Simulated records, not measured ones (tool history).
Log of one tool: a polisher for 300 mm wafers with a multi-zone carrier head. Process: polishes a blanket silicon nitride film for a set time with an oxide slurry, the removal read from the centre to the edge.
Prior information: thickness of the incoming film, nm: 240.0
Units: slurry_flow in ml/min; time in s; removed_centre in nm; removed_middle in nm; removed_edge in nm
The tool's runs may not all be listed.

Run 1, hour 0.0: slurry_flow 145 ml/min, centre_zone 1.00, middle_zone 1.00, edge_zone 1.00, slurry_solids 1.00, time 82 s. Result: removed_centre 53.286 nm, removed_middle 52.536 nm, removed_edge 53.139 nm.
Run 2, hour 4.6: slurry_flow 145 ml/min, centre_zone 0.94, middle_zone 1.00, edge_zone 1.00, slurry_solids 1.00, time 82 s. Result: removed_centre 49.500 nm, removed_middle 52.954 nm, removed_edge 50.911 nm.
Run 3, hour 11.6: slurry_flow 145 ml/min, centre_zone 0.94, middle_zone 1.01, edge_zone 1.02, slurry_solids 1.05, time 82 s. Result: removed_centre 53.452 nm, removed_middle 54.257 nm, removed_edge 54.304 nm.
Run 4, hour 14.8: slurry_flow 160 ml/min, centre_zone 0.94, middle_zone 1.01, edge_zone 1.02, slurry_solids 1.05, time 82 s. Result: removed_centre 53.333 nm, removed_middle 56.492 nm, removed_edge 56.258 nm.
Run 5, hour 21.6: slurry_flow 165 ml/min, centre_zone 0.94, middle_zone 1.03, edge_zone 1.02, slurry_solids 1.05, time 82 s. Result: removed_centre 53.810 nm, removed_middle 56.977 nm, removed_edge 56.822 nm.
Run 6, hour 29.1: slurry_flow 165 ml/min, centre_zone 0.94, middle_zone 0.97, edge_zone 1.02, slurry_solids 1.05, time 82 s. Result: removed_centre 52.156 nm, removed_middle 53.682 nm, removed_edge 56.209 nm.
Run 7, hour 35.4: slurry_flow 170 ml/min, centre_zone 0.93, middle_zone 0.99, edge_zone 1.03, slurry_solids 1.05, time 82 s. Result: removed_centre 53.726 nm, removed_middle 55.289 nm, removed_edge 56.484 nm.
Run 8, hour 41.6: slurry_flow 175 ml/min, centre_zone 0.92, middle_zone 1.01, edge_zone 1.04, slurry_solids 1.05, time 82 s. Result: removed_centre 51.603 nm, removed_middle 57.069 nm, removed_edge 57.571 nm.
Run 9, hour 49.2: slurry_flow 180 ml/min, centre_zone 0.92, middle_zone 1.03, edge_zone 1.04, slurry_solids 1.05, time 82 s. Result: removed_centre 53.033 nm, removed_middle 58.322 nm, removed_edge 56.251 nm.

The next listed run, before its measurement:
Run 10, hour 52.1: slurry_flow 185 ml/min, centre_zone 0.91, middle_zone 1.04, edge_zone 1.05, slurry_solids 1.10, time 82 s. Result: removed_centre ?, removed_middle ?, removed_edge ?.

{"run 10": {"removed_centre": 54.507, "removed_middle": 60.749, "removed_edge": 58.327}}
